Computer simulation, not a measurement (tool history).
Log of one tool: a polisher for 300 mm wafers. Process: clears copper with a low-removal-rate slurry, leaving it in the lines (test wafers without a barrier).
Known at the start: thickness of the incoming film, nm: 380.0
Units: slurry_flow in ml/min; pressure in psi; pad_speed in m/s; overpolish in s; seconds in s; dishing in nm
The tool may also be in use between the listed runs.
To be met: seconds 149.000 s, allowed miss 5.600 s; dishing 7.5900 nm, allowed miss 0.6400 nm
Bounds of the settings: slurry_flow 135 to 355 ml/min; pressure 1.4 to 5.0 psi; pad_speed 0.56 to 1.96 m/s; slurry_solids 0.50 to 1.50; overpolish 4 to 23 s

| run | hour | slurry_flow | pressure | pad_speed | slurry_solids | overpolish | seconds | dishing |
|---|---|---|---|---|---|---|---|---|
| 1 | 0.0 | 225 | 3.2 | 1.26 | 1.00 | 12 | 97.419 | 32.0980 |
| 2 | 0.9 | 190 | 3.2 | 1.26 | 1.00 | 12 | 97.657 | 30.1580 |
| 3 | 4.2 | 165 | 3.2 | 1.26 | 1.00 | 12 | 99.832 | 30.9160 |
| 4 | 10.6 | 230 | 2.6 | 1.26 | 1.00 | 9 | 106.430 | 20.9080 |
| 5 | 15.3 | 230 | 2.6 | 1.26 | 1.20 | 9 | 105.360 | 22.1830 |
| 6 | 21.8 | 230 | 3.2 | 1.26 | 1.20 | 9 | 93.123 | 25.3090 |
| 7 | 24.4 | 205 | 2.6 | 1.24 | 0.95 | 7 | 112.860 | 16.0070 |
| 8 | 30.5 | 195 | 2.3 | 1.26 | 0.80 | 6 | 121.360 | 13.2630 |
| 9 | 36.9 | 180 | 2.0 | 1.28 | 0.70 | 5 | 135.710 | 10.3170 |

Which of these 5 next moves meets every target?
| A | 43.3 | 140 | 2.2 | 1.32 | 0.70 | 8 | ? | ? |
| B | 43.3 | 205 | 2.0 | 1.24 | 0.60 | 6 | ? | ? |
| C | 43.3 | 185 | 1.8 | 1.34 | 0.90 | 4 | ? | ? |
| D | 43.3 | 195 | 2.4 | 1.08 | 0.50 | 7 | ? | ? |
| E | 43.3 | 180 | 1.5 | 1.36 | 0.50 | 4 | ? | ? |

| move | seconds | dishing |
|---|---|---|
| A | 126.470 | 17.0980 |
| B | 136.580 | 12.1490 |
| C | 127.870 | 8.7833 |
| D | 146.090 | 13.2090 |
| E | 147.260 | 7.6597 |
A: further off than the last run
B: further off than the last run
C: nearer than the last run, and not there yet
D: further off than the last run
E: meets every target
The right move is E.
